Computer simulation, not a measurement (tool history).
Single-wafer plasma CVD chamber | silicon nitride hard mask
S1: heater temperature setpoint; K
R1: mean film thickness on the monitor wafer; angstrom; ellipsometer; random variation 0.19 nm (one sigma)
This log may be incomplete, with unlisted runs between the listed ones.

{"run": 1, "hour": 0.0, "S1": 653.15, "chamber pressure (Torr)": 1.32, "RF power (kW)": 0.395, "deposition time (s)": 34.5, "R1": 459.1}
{"run": 2, "hour": 4.1, "S1": 653.15, "chamber pressure (Torr)": 1.32, "RF power (kW)": 0.395, "deposition time (s)": 34.5, "R1": 461.03}
{"run": 3, "hour": 7.9, "S1": 653.15, "chamber pressure (Torr)": 1.27, "RF power (kW)": 0.39, "deposition time (s)": 34.5, "R1": 446.85}
{"run": 4, "hour": 13.4, "S1": 653.15, "chamber pressure (Torr)": 1.23, "RF power (kW)": 0.39, "deposition time (s)": 34.5, "R1": 442.04}
{"run": 5, "hour": 15.3, "S1": 653.15, "chamber pressure (Torr)": 1.35, "RF power (kW)": 0.39, "deposition time (s)": 34.5, "R1": 457.9}
{"run": 6, "hour": 18.6, "S1": 653.15, "chamber pressure (Torr)": 1.3, "RF power (kW)": 0.385, "deposition time (s)": 34.5, "R1": 451.29}
{"run": 7, "hour": 26.0, "S1": 653.15, "chamber pressure (Torr)": 1.26, "RF power (kW)": 0.38, "deposition time (s)": 34.5, "R1": 437.64}
{"run": 8, "hour": 32.0, "S1": 653.15, "chamber pressure (Torr)": 1.23, "RF power (kW)": 0.38, "deposition time (s)": 34.5, "R1": 432.27}
{"hour": 35.0, "done": "RF generator calibrated"}
{"run": 9, "hour": 35.0, "S1": 653.15, "chamber pressure (Torr)": 1.2, "RF power (kW)": 0.38, "deposition time (s)": 34.5, "R1": 445.99}

Run 10 is up next; what results do you expect?
{"run": 10, "hour": 41.0, "S1": 654.15, "chamber pressure (Torr)": 1.15, "RF power (kW)": 0.315, "deposition time (s)": 34.5, "R1": "?"}

{"run 10": {"R1": 387.93}}
